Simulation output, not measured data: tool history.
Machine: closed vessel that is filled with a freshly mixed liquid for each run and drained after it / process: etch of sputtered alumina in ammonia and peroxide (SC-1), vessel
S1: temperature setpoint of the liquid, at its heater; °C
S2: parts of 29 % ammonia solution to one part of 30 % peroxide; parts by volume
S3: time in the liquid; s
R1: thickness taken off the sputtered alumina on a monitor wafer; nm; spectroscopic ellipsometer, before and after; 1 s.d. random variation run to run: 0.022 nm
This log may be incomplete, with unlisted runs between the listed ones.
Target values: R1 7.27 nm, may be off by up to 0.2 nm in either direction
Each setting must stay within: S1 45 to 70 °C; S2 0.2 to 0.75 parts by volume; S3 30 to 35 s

run 1 hour=0 | S1=61 S2=0.45 S3=35 | R1=4.486
run 2 hour=6.8 | S1=61 S2=0.35 S3=35 | R1=4.3936
run 3 hour=8 | S1=63 S2=0.4 S3=35 | R1=4.9147
run 4 hour=9 | S1=63 S2=0.4 S3=30 | R1=4.2234
run 5 hour=15.7 | S1=66 S2=0.4 S3=30 | R1=4.8958
run 6 hour=24.2 | S1=66 S2=0.4 S3=35 | R1=5.7217
run 7 hour=27.5 | S1=67 S2=0.4 S3=35 | R1=5.9997
run 8 hour=35.3 | S1=67 S2=0.4 S3=35 | R1=5.989
run 9 hour=42 | S1=67.5 S2=0.45 S3=35 | R1=6.2337
run 10 hour=49.8 | S1=68 S2=0.45 S3=35 | R1=6.3704

Which one of the following 4 next-run settings gets every result inside its allowed miss? There is exactly one.
run A hour=57.6 | S1=70 S2=0.45 S3=30 | R1=?
run B hour=57.6 | S1=70 S2=0.6 S3=35 | R1=?
run C hour=57.6 | S1=64.5 S2=0.45 S3=35 | R1=?
run D hour=57.6 | S1=64 S2=0.7 S3=35 | R1=?

move=A R1=6.0145
move=B R1=7.2096
move=C R1=5.3622
move=D R1=5.4528
A: the biggest miss grows against the last run
B: hits every target within its allowed miss
C: the biggest miss grows against the last run
D: the biggest miss grows against the last run
The move that meets every target is B.
